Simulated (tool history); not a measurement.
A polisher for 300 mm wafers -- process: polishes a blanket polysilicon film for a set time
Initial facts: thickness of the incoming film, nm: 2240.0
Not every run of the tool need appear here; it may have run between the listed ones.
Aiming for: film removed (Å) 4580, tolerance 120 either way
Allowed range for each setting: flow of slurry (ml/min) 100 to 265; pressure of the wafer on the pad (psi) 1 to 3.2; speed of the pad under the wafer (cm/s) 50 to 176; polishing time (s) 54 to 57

run	hour	flow of slurry (ml/min)	pressure of the wafer on the pad (psi)	speed of the pad under the wafer (cm/s)	polishing time (s)	film removed (Å)
1	0	170	2.1	112	54	2977.9
2	8.5	170	2.1	134	54	3567.4
3	14.1	170	2.1	134	57	3760.9
4	18.9	145	2.1	134	57	3652.9
5	22.4	165	2.2	134	57	3896.8
6	25.9	165	2.2	134	54	3726.8
7	34.4	180	2.3	134	54	3920.1
8	36.6	190	2.4	134	54	4088
9	40	195	2.5	134	54	4300.6

Exercise: of the 4 proposed moves below, exactly one satisfies all targets within the stated allowed misses. Which move is it?
A	43.4	200	2.5	122	57	?
B	43.4	205	2.7	130	54	?
C	43.4	185	2.3	124	54	?
D	43.4	195	2.4	126	54	?

move	film removed (Å)
A	4240.7
B	4607.1
C	3716.8
D	3962.6
A: its largest miss is bigger than the last run's
B: meets every target
C: its largest miss is bigger than the last run's
D: its largest miss is bigger than the last run's
B is the move that brings every result within its allowed miss.

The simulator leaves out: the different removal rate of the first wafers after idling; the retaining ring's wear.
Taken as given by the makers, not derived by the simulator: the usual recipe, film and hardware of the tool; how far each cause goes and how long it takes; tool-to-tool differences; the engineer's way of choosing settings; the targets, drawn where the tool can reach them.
